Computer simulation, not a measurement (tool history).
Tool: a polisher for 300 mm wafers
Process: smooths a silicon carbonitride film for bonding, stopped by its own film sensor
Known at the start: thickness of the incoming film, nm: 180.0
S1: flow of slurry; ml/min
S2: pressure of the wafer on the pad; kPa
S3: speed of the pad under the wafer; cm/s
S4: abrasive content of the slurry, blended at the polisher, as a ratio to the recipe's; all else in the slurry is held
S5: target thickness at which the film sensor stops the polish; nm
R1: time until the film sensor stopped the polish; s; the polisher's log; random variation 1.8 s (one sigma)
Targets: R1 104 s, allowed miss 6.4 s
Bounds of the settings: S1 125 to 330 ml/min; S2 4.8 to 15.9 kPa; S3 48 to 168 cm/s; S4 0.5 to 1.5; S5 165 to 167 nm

run 1 hour=0 | S1=210 S2=10.3 S3=108 S4=1 S5=165 | R1=65.569
run 2 hour=5 | S1=170 S2=10.3 S3=108 S4=1 S5=165 | R1=68.418
run 3 hour=12.6 | S1=125 S2=10.3 S3=108 S4=1 S5=165 | R1=70.82
run 4 hour=19.1 | S1=125 S2=10.3 S3=134 S4=1 S5=165 | R1=61.176
run 5 hour=23.8 | S1=125 S2=9.7 S3=132 S4=1 S5=165 | R1=65.996
run 6 hour=31.1 | S1=125 S2=9 S3=130 S4=1 S5=165 | R1=71.98
run 7 hour=36.7 | S1=125 S2=8.3 S3=128 S4=1 S5=165 | R1=77.519
run 8 hour=43.6 | S1=125 S2=7.6 S3=126 S4=1 S5=165 | R1=86.19
run 9 hour=49 | S1=125 S2=6.9 S3=124 S4=1 S5=165 | R1=95.506

4 next moves are on the table. One of them brings every result within its allowed miss. Which?
run A hour=54.4 | S1=125 S2=8.3 S3=98 S4=1.1 S5=166 | R1=?
run B hour=54.4 | S1=135 S2=6.2 S3=130 S4=0.95 S5=167 | R1=?
run C hour=54.4 | S1=170 S2=4.8 S3=148 S4=1.15 S5=165 | R1=?
run D hour=54.4 | S1=125 S2=5.5 S3=128 S4=1 S5=165 | R1=?

move=A R1=88.803
move=B R1=90.293
move=C R1=106.67
move=D R1=117.31
A: further off than the last run
B: further off than the last run
C: meets every target
D: takes the result that was furthest off past its target
Move C is the one to make.
